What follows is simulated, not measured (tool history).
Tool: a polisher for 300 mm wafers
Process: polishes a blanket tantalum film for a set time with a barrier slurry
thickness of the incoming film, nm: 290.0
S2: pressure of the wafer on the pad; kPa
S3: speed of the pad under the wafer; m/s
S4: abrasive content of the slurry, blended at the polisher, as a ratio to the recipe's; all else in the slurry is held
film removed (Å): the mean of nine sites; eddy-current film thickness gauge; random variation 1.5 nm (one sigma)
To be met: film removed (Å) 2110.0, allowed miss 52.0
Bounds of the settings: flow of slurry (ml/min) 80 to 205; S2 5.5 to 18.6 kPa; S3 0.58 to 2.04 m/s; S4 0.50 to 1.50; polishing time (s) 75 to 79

run 1 hour=0.0 | flow_of_slurry_(ml/min)=135 S2=11.7 S3=1.30 S4=1.00 polishing_time_(s)=75 | film_removed_(Å)=1393.0
run 2 hour=7.9 | flow_of_slurry_(ml/min)=145 S2=13.1 S3=1.30 S4=1.00 polishing_time_(s)=75 | film_removed_(Å)=1580.1
run 3 hour=13.7 | flow_of_slurry_(ml/min)=170 S2=13.1 S3=1.30 S4=1.00 polishing_time_(s)=75 | film_removed_(Å)=1636.4
run 4 hour=17.8 | flow_of_slurry_(ml/min)=170 S2=13.1 S3=1.30 S4=1.00 polishing_time_(s)=79 | film_removed_(Å)=1697.4
run 5 hour=21.2 | flow_of_slurry_(ml/min)=170 S2=13.1 S3=1.30 S4=1.10 polishing_time_(s)=79 | film_removed_(Å)=1716.9
run 6 hour=24.5 | flow_of_slurry_(ml/min)=170 S2=13.1 S3=1.14 S4=1.10 polishing_time_(s)=79 | film_removed_(Å)=1530.5
run 7 hour=25.2 | flow_of_slurry_(ml/min)=170 S2=13.8 S3=1.14 S4=1.10 polishing_time_(s)=79 | film_removed_(Å)=1598.1
-- hour=29.7 slurry blender recalibrated
run 8 hour=29.7 | flow_of_slurry_(ml/min)=175 S2=14.5 S3=1.14 S4=1.10 polishing_time_(s)=79 | film_removed_(Å)=1844.3
run 9 hour=31.5 | flow_of_slurry_(ml/min)=175 S2=15.2 S3=1.14 S4=1.10 polishing_time_(s)=79 | film_removed_(Å)=1914.6
run 10 hour=32.3 | flow_of_slurry_(ml/min)=180 S2=15.9 S3=1.14 S4=1.10 polishing_time_(s)=79 | film_removed_(Å)=1994.8

5 next moves are on the table. One of them brings every result within its allowed miss. Which?
run A hour=33.1 | flow_of_slurry_(ml/min)=200 S2=17.2 S3=1.06 S4=1.15 polishing_time_(s)=75 | film_removed_(Å)=?
run B hour=33.1 | flow_of_slurry_(ml/min)=170 S2=15.2 S3=1.20 S4=1.15 polishing_time_(s)=75 | film_removed_(Å)=?
run C hour=33.1 | flow_of_slurry_(ml/min)=190 S2=17.2 S3=1.02 S4=1.05 polishing_time_(s)=77 | film_removed_(Å)=?
run D hour=33.1 | flow_of_slurry_(ml/min)=170 S2=13.8 S3=1.26 S4=1.20 polishing_time_(s)=75 | film_removed_(Å)=?
run E hour=33.1 | flow_of_slurry_(ml/min)=185 S2=15.2 S3=1.26 S4=1.15 polishing_time_(s)=77 | film_removed_(Å)=?

move=A film_removed_(Å)=1997.9
move=B film_removed_(Å)=1940.1
move=C film_removed_(Å)=1926.9
move=D film_removed_(Å)=1869.0
move=E film_removed_(Å)=2115.7
A: as far off as the last run
B: further off than the last run
C: further off than the last run
D: further off than the last run
E: meets every target
Answer: E

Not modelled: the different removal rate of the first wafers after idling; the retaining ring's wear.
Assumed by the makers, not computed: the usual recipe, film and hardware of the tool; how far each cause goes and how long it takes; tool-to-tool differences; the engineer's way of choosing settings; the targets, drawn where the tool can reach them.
